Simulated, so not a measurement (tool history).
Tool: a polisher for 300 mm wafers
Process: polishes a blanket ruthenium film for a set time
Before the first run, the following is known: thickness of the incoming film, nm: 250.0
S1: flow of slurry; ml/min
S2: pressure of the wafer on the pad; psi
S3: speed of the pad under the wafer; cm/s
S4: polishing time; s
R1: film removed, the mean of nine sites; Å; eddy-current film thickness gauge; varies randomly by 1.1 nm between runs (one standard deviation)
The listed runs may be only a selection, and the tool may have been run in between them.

run 1 hour=0.0 | S1=215 S2=2.2 S3=92 S4=69 | R1=637.97
run 2 hour=3.9 | S1=215 S2=2.7 S3=92 S4=69 | R1=745.71
run 3 hour=6.5 | S1=215 S2=3.2 S3=92 S4=69 | R1=843.00
run 4 hour=14.5 | S1=255 S2=3.2 S3=92 S4=69 | R1=864.56
run 5 hour=21.3 | S1=255 S2=3.2 S3=94 S4=69 | R1=882.16
run 6 hour=29.0 | S1=255 S2=3.2 S3=96 S4=69 | R1=884.96
run 7 hour=30.7 | S1=255 S2=3.2 S3=98 S4=69 | R1=911.16
run 8 hour=37.7 | S1=260 S2=3.5 S3=104 S4=69 | R1=1038.20

Forecast run 9:
run 9 hour=44.9 | S1=260 S2=3.5 S3=106 S4=69 | R1=?

Run 9 gave R1 1012.40 Å.

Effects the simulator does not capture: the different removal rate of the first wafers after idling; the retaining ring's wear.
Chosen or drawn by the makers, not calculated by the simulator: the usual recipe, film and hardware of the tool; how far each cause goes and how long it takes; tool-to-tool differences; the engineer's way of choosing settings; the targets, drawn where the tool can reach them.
